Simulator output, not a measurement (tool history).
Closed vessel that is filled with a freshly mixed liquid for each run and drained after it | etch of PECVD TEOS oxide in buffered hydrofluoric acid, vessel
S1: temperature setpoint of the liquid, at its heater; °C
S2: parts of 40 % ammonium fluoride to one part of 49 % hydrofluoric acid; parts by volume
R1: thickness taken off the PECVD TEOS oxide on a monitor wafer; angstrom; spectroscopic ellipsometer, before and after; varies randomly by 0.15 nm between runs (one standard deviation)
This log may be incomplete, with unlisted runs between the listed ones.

Run 1, hour 0: S1 21 °C, S2 16.5 parts by volume, time in the liquid (s) 30. Result: R1 548.11 angstrom.
Run 2, hour 4.8: S1 20 °C, S2 17.5 parts by volume, time in the liquid (s) 30. Result: R1 487.84 angstrom.
Run 3, hour 11.2: S1 19.5 °C, S2 18 parts by volume, time in the liquid (s) 30. Result: R1 458.35 angstrom.
Run 4, hour 12.2: S1 19 °C, S2 18.5 parts by volume, time in the liquid (s) 30. Result: R1 433.41 angstrom.
Run 5, hour 15.7: S1 18.5 °C, S2 19 parts by volume, time in the liquid (s) 30. Result: R1 410.3 angstrom.
Run 6, hour 17.6: S1 18 °C, S2 19.5 parts by volume, time in the liquid (s) 30. Result: R1 386.65 angstrom.

Predict the results of run 7:
Run 7, hour 19.3: S1 18 °C, S2 20 parts by volume, time in the liquid (s) 30. Result: R1 ?.

{"run 7": {"R1": 378.42}}

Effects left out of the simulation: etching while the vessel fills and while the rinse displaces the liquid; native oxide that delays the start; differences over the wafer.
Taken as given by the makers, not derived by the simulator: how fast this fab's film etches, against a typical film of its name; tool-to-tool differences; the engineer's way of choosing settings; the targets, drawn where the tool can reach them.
